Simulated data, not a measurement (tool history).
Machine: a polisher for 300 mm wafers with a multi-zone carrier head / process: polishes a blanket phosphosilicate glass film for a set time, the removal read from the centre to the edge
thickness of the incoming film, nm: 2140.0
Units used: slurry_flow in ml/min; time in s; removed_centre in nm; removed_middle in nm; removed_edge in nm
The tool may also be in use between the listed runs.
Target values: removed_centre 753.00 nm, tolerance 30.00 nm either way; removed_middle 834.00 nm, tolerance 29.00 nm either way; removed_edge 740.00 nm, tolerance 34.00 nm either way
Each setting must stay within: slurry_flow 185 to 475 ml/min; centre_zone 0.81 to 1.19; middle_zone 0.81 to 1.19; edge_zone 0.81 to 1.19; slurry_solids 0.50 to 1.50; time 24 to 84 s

{"run": 1, "hour": 0.0, "slurry_flow": 305, "centre_zone": 1.0, "middle_zone": 1.0, "edge_zone": 1.0, "slurry_solids": 1.0, "time": 54, "removed_centre": 629.37, "removed_middle": 624.67, "removed_edge": 621.02}
{"run": 2, "hour": 7.9, "slurry_flow": 305, "centre_zone": 1.0, "middle_zone": 1.0, "edge_zone": 1.0, "slurry_solids": 1.2, "time": 54, "removed_centre": 685.4, "removed_middle": 663.74, "removed_edge": 663.46}
{"run": 3, "hour": 8.8, "slurry_flow": 305, "centre_zone": 1.0, "middle_zone": 1.0, "edge_zone": 1.0, "slurry_solids": 1.0, "time": 54, "removed_centre": 639.77, "removed_middle": 614.98, "removed_edge": 610.06}
{"run": 4, "hour": 9.5, "slurry_flow": 305, "centre_zone": 1.0, "middle_zone": 0.95, "edge_zone": 1.0, "slurry_solids": 1.0, "time": 54, "removed_centre": 635.21, "removed_middle": 595.43, "removed_edge": 633.17}
{"run": 5, "hour": 11.4, "slurry_flow": 305, "centre_zone": 1.0, "middle_zone": 0.95, "edge_zone": 1.0, "slurry_solids": 1.0, "time": 68, "removed_centre": 801.41, "removed_middle": 762.37, "removed_edge": 774.76}
{"run": 6, "hour": 12.8, "slurry_flow": 305, "centre_zone": 0.98, "middle_zone": 0.98, "edge_zone": 0.99, "slurry_solids": 1.0, "time": 68, "removed_centre": 781.33, "removed_middle": 769.73, "removed_edge": 764.98}
{"run": 7, "hour": 19.2, "slurry_flow": 305, "centre_zone": 0.97, "middle_zone": 1.01, "edge_zone": 0.99, "slurry_solids": 1.0, "time": 68, "removed_centre": 768.2, "removed_middle": 794.5, "removed_edge": 766.1}
{"run": 8, "hour": 25.4, "slurry_flow": 305, "centre_zone": 0.97, "middle_zone": 1.03, "edge_zone": 0.98, "slurry_solids": 1.0, "time": 68, "removed_centre": 773.49, "removed_middle": 813.18, "removed_edge": 776.58}
{"run": 9, "hour": 31.4, "slurry_flow": 305, "centre_zone": 0.97, "middle_zone": 1.05, "edge_zone": 0.96, "slurry_solids": 0.95, "time": 68, "removed_centre": 760.25, "removed_middle": 792.67, "removed_edge": 745.39}
{"run": 10, "hour": 36.6, "slurry_flow": 310, "centre_zone": 0.97, "middle_zone": 1.07, "edge_zone": 0.96, "slurry_solids": 0.95, "time": 68, "removed_centre": 759.91, "removed_middle": 804.55, "removed_edge": 755.62}

Exercise: of the 4 proposed moves below, exactly one satisfies all targets within the stated allowed misses. Which move is it?
{"run": "A", "hour": 41.8, "slurry_flow": 310, "centre_zone": 0.99, "middle_zone": 0.99, "edge_zone": 1.01, "slurry_solids": 0.95, "time": 68, "removed_centre": "?", "removed_middle": "?", "removed_edge": "?"}
{"run": "B", "hour": 41.8, "slurry_flow": 285, "centre_zone": 0.97, "middle_zone": 0.98, "edge_zone": 1.03, "slurry_solids": 0.9, "time": 75, "removed_centre": "?", "removed_middle": "?", "removed_edge": "?"}
{"run": "C", "hour": 41.8, "slurry_flow": 390, "centre_zone": 0.97, "middle_zone": 1.12, "edge_zone": 0.96, "slurry_solids": 0.95, "time": 66, "removed_centre": "?", "removed_middle": "?", "removed_edge": "?"}
{"run": "D", "hour": 41.8, "slurry_flow": 365, "centre_zone": 0.98, "middle_zone": 0.96, "edge_zone": 0.92, "slurry_solids": 0.95, "time": 69, "removed_centre": "?", "removed_middle": "?", "removed_edge": "?"}

move=A removed_centre=752.74 removed_middle=754.47 removed_edge=751.08
move=B removed_centre=785.08 removed_middle=798.61 removed_edge=809.96
move=C removed_centre=732.87 removed_middle=814.16 removed_edge=721.98
move=D removed_centre=768.82 removed_middle=761.69 removed_edge=738.04
A: misses by more than the last run did
B: misses by more than the last run did
C: all results land within tolerance of their targets
D: misses by more than the last run did
Correct choice: C, which meets every target
